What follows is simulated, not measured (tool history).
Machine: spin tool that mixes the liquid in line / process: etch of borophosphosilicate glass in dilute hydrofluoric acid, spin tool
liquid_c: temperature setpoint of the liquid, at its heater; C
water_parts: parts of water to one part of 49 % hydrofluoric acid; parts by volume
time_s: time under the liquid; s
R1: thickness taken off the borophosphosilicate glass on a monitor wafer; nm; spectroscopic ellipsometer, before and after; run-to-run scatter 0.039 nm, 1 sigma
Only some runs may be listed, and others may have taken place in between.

{"run": 1, "hour": 0.0, "liquid_c": 26.0, "water_parts": 230, "time_s": 30, "R1": 5.7626}
{"run": 2, "hour": 3.7, "liquid_c": 26.0, "water_parts": 230, "time_s": 20, "R1": 3.8748}
{"run": 3, "hour": 8.7, "liquid_c": 26.0, "water_parts": 290, "time_s": 20, "R1": 2.8805}
{"run": 4, "hour": 11.5, "liquid_c": 26.0, "water_parts": 290, "time_s": 20, "R1": 2.8827}
{"run": 5, "hour": 12.2, "liquid_c": 27.5, "water_parts": 290, "time_s": 20, "R1": 3.0132}
{"run": 6, "hour": 13.0, "liquid_c": 27.5, "water_parts": 290, "time_s": 20, "R1": 3.0012}
{"run": 7, "hour": 20.0, "liquid_c": 28.5, "water_parts": 270, "time_s": 20, "R1": 3.4333}
{"run": 8, "hour": 24.3, "liquid_c": 29.0, "water_parts": 250, "time_s": 20, "R1": 3.8663}
{"run": 9, "hour": 31.6, "liquid_c": 29.0, "water_parts": 250, "time_s": 20, "R1": 3.8482}
{"run": 10, "hour": 34.9, "liquid_c": 29.5, "water_parts": 230, "time_s": 20, "R1": 4.3838}
{"run": 11, "hour": 39.9, "liquid_c": 30.0, "water_parts": 215, "time_s": 20, "R1": 4.8265}
{"run": 12, "hour": 41.8, "liquid_c": 30.5, "water_parts": 200, "time_s": 20, "R1": 5.352}
{"run": 13, "hour": 45.0, "liquid_c": 31.0, "water_parts": 190, "time_s": 20, "R1": 5.8609}
{"run": 14, "hour": 48.4, "liquid_c": 31.5, "water_parts": 180, "time_s": 20, "R1": 6.3297}
{"run": 15, "hour": 56.9, "liquid_c": 34.0, "water_parts": 140, "time_s": 20, "R1": 9.4}

Expected results for the next run?
{"run": 16, "hour": 64.1, "liquid_c": 33.5, "water_parts": 140, "time_s": 20, "R1": "?"}

{"run 16": {"R1": 9.2433}}
